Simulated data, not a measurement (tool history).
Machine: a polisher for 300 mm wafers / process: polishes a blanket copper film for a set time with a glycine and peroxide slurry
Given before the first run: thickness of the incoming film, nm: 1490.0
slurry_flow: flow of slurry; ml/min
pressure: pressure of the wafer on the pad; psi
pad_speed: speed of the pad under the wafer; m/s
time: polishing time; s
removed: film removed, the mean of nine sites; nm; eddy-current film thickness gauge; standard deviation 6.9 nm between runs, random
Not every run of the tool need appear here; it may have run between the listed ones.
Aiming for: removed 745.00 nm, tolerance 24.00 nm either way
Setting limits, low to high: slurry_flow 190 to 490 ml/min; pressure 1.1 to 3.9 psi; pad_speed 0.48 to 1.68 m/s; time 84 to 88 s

{"run": 1, "hour": 0.0, "slurry_flow": 315, "pressure": 2.5, "pad_speed": 1.08, "time": 84, "removed": 471.25}
{"run": 2, "hour": 8.5, "slurry_flow": 315, "pressure": 2.0, "pad_speed": 1.08, "time": 84, "removed": 402.7}
{"run": 3, "hour": 13.6, "slurry_flow": 315, "pressure": 2.6, "pad_speed": 1.1, "time": 84, "removed": 496.16}
{"run": 4, "hour": 17.5, "slurry_flow": 315, "pressure": 2.6, "pad_speed": 1.1, "time": 84, "removed": 500.01}
{"run": 5, "hour": 21.2, "slurry_flow": 375, "pressure": 2.6, "pad_speed": 1.1, "time": 84, "removed": 512.44}
{"run": 6, "hour": 25.1, "slurry_flow": 375, "pressure": 2.6, "pad_speed": 0.88, "time": 84, "removed": 420.03}
{"run": 7, "hour": 26.6, "slurry_flow": 380, "pressure": 3.1, "pad_speed": 0.94, "time": 84, "removed": 513.23}
{"run": 8, "hour": 28.6, "slurry_flow": 385, "pressure": 3.4, "pad_speed": 1.0, "time": 84, "removed": 582.85}
{"run": 9, "hour": 37.1, "slurry_flow": 385, "pressure": 3.6, "pad_speed": 1.04, "time": 84, "removed": 630.51}
{"run": 10, "hour": 44.2, "slurry_flow": 385, "pressure": 3.7, "pad_speed": 1.08, "time": 84, "removed": 658.71}
{"run": 11, "hour": 51.2, "slurry_flow": 385, "pressure": 3.8, "pad_speed": 1.12, "time": 84, "removed": 711.55}

Below are 4 possible settings for the next run. Only one of them brings all results inside the allowed miss of their targets. Which is it?
{"run": "A", "hour": 58.2, "slurry_flow": 365, "pressure": 3.9, "pad_speed": 1.2, "time": 88, "removed": "?"}
{"run": "B", "hour": 58.2, "slurry_flow": 370, "pressure": 3.5, "pad_speed": 1.22, "time": 88, "removed": "?"}
{"run": "C", "hour": 58.2, "slurry_flow": 380, "pressure": 3.2, "pad_speed": 1.28, "time": 84, "removed": "?"}
{"run": "D", "hour": 58.2, "slurry_flow": 440, "pressure": 3.4, "pad_speed": 1.2, "time": 84, "removed": "?"}

move=A removed=794.63
move=B removed=736.22
move=C removed=680.92
move=D removed=682.59
A: moves the result that the last run missed by most past its target, out the other side
B: hits every target within its allowed miss
C: misses by more than the last run did
D: misses by more than the last run did
Go with B: it meets all targets.
